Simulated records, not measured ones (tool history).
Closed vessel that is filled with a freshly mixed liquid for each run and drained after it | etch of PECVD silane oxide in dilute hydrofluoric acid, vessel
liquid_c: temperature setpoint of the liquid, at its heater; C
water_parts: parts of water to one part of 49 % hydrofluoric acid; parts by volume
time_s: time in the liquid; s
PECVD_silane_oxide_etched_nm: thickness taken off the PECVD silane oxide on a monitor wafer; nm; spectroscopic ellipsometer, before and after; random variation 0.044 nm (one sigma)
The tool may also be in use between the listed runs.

Run 1, hour 0.0: liquid_c 24.0 C, water_parts 260 parts by volume, time_s 30 s. Result: PECVD_silane_oxide_etched_nm 3.9980 nm.
Run 2, hour 1.2: liquid_c 25.0 C, water_parts 245 parts by volume, time_s 30 s. Result: PECVD_silane_oxide_etched_nm 4.4606 nm.
Run 3, hour 9.8: liquid_c 25.0 C, water_parts 190 parts by volume, time_s 30 s. Result: PECVD_silane_oxide_etched_nm 6.1104 nm.
Run 4, hour 16.2: liquid_c 26.0 C, water_parts 185 parts by volume, time_s 30 s. Result: PECVD_silane_oxide_etched_nm 6.5045 nm.
Run 5, hour 17.5: liquid_c 26.0 C, water_parts 215 parts by volume, time_s 30 s. Result: PECVD_silane_oxide_etched_nm 5.4832 nm.
Run 6, hour 19.2: liquid_c 27.0 C, water_parts 210 parts by volume, time_s 30 s. Result: PECVD_silane_oxide_etched_nm 5.8352 nm.
Run 7, hour 23.3: liquid_c 27.5 C, water_parts 205 parts by volume, time_s 30 s. Result: PECVD_silane_oxide_etched_nm 6.1169 nm.
Run 8, hour 30.7: liquid_c 28.0 C, water_parts 200 parts by volume, time_s 30 s. Result: PECVD_silane_oxide_etched_nm 6.3945 nm.

Forecast run 9:
Run 9, hour 35.9: liquid_c 28.5 C, water_parts 195 parts by volume, time_s 30 s. Result: PECVD_silane_oxide_etched_nm ?.

{"run 9": {"PECVD_silane_oxide_etched_nm": 6.7423}}
